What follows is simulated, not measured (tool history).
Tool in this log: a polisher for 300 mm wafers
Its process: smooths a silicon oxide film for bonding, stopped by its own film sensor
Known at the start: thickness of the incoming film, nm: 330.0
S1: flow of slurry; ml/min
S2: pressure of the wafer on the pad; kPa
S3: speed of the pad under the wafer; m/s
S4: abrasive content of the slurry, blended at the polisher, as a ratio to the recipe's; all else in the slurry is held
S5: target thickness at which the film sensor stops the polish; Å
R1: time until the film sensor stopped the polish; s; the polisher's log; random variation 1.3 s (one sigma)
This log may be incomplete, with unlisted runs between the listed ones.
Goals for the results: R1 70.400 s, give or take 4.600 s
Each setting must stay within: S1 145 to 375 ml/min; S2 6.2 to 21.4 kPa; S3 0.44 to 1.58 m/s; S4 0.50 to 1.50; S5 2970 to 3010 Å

| run | day | S1 | S2 | S3 | S4 | S5 | R1 |
|---|---|---|---|---|---|---|---|
| 1 | 0.000 | 240 | 13.8 | 1.00 | 1.00 | 2970 | 46.977 |
| 2 | 0.108 | 240 | 13.8 | 1.00 | 1.00 | 3010 | 41.512 |
| 3 | 0.300 | 270 | 13.8 | 1.00 | 1.00 | 3010 | 41.796 |
| 4 | 0.633 | 270 | 13.1 | 0.98 | 1.00 | 3010 | 44.188 |
| 5 | 0.846 | 270 | 13.1 | 0.98 | 1.10 | 3010 | 43.306 |
| 6 | 1.058 | 270 | 13.1 | 1.16 | 1.10 | 3010 | 38.053 |
| 7 | 1.371 | 270 | 12.4 | 1.14 | 1.10 | 3010 | 40.128 |
| 8 | 1.438 | 270 | 11.7 | 1.12 | 1.10 | 3010 | 44.770 |
| 9 | 1.521 | 270 | 11.0 | 1.12 | 1.10 | 3010 | 46.357 |
| 10 | 1.608 | 270 | 6.9 | 0.96 | 1.05 | 3010 | 82.749 |
| 11 | 1.783 | 270 | 6.9 | 0.96 | 1.05 | 3010 | 84.583 |
| 12 | 2.075 | 270 | 7.6 | 0.96 | 1.05 | 3010 | 76.084 |

Exactly one of the 4 candidate moves below puts every result within its allowed miss. Which one?
| A | 2.367 | 225 | 9.7 | 0.94 | 1.05 | 2980 | ? |
| B | 2.367 | 335 | 11.7 | 0.88 | 1.05 | 2970 | ? |
| C | 2.367 | 245 | 9.7 | 0.94 | 1.15 | 3010 | ? |
| D | 2.367 | 295 | 10.3 | 0.86 | 1.10 | 3010 | ? |

| move | R1 |
|---|---|
| A | 67.654 |
| B | 58.891 |
| C | 58.440 |
| D | 58.843 |
A: every result within its allowed miss
B: the result that was furthest off in the last run now lies on the other side of its target
C: the result that was furthest off in the last run now lies on the other side of its target
D: the result that was furthest off in the last run now lies on the other side of its target
A is the move that brings every result within its allowed miss.

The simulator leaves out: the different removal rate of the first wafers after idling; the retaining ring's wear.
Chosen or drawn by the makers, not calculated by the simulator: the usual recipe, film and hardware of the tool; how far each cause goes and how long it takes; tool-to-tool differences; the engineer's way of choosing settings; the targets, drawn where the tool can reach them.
